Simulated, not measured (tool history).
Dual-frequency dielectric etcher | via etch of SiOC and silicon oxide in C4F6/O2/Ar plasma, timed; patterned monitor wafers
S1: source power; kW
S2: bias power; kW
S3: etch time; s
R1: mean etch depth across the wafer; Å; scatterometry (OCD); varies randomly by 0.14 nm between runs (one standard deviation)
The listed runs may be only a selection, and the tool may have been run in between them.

{"run": 1, "hour": 0.0, "S1": 0.38, "S2": 0.12, "S3": 49, "R1": 464.5}
{"run": 2, "hour": 6.2, "S1": 0.42, "S2": 0.12, "S3": 49, "R1": 482.48}
{"run": 3, "hour": 11.1, "S1": 0.42, "S2": 0.107, "S3": 49, "R1": 461.01}
{"run": 4, "hour": 19.2, "S1": 0.4, "S2": 0.104, "S3": 49, "R1": 447.58}
{"run": 5, "hour": 23.9, "S1": 0.4, "S2": 0.104, "S3": 49, "R1": 447.82}
{"run": 6, "hour": 24.9, "S1": 0.45, "S2": 0.104, "S3": 49, "R1": 470.68}
{"run": 7, "hour": 28.5, "S1": 0.42, "S2": 0.101, "S3": 49, "R1": 450.4}

Estimate the outcome of run 8 from the log above:
{"run": 8, "hour": 30.0, "S1": 0.4, "S2": 0.099, "S3": 49, "R1": "?"}

Run 8 gave R1 439.5 Å.

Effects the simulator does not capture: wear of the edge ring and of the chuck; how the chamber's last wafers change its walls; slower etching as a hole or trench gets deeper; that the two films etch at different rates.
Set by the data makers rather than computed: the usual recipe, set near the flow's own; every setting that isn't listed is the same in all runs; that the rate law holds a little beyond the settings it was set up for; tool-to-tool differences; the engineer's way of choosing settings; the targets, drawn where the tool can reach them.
